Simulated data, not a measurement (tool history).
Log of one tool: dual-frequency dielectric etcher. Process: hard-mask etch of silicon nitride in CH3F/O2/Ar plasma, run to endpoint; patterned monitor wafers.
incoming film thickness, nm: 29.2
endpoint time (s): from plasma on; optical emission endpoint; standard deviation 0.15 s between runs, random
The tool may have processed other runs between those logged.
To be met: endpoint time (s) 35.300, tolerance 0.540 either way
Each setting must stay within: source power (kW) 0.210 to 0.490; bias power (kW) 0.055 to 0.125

run,hour,source power (kW),bias power (kW),endpoint time (s)
1,0.0,0.350,0.090,38.758
2,8.0,0.330,0.090,39.886
3,15.9,0.350,0.090,38.430
4,16.9,0.360,0.090,38.136
5,18.9,0.370,0.090,38.265
6,24.1,0.370,0.077,40.012
7,25.6,0.390,0.078,39.131
8,29.8,0.410,0.079,38.144
9,32.3,0.420,0.079,37.601
10,36.2,0.430,0.079,37.399
11,42.4,0.440,0.079,36.944

5 candidate next runs follow, results not yet known. Just one meets every target within its allowed miss. Identify it.
A,48.6,0.370,0.081,?
B,48.6,0.460,0.061,?
C,48.6,0.420,0.069,?
D,48.6,0.440,0.076,?
E,48.6,0.470,0.084,?

move,endpoint time (s)
A,39.070
B,38.844
C,38.942
D,37.251
E,35.309
A: further off than the last run
B: further off than the last run
C: further off than the last run
D: further off than the last run
E: every result within its allowed miss
Move E is the one to make.
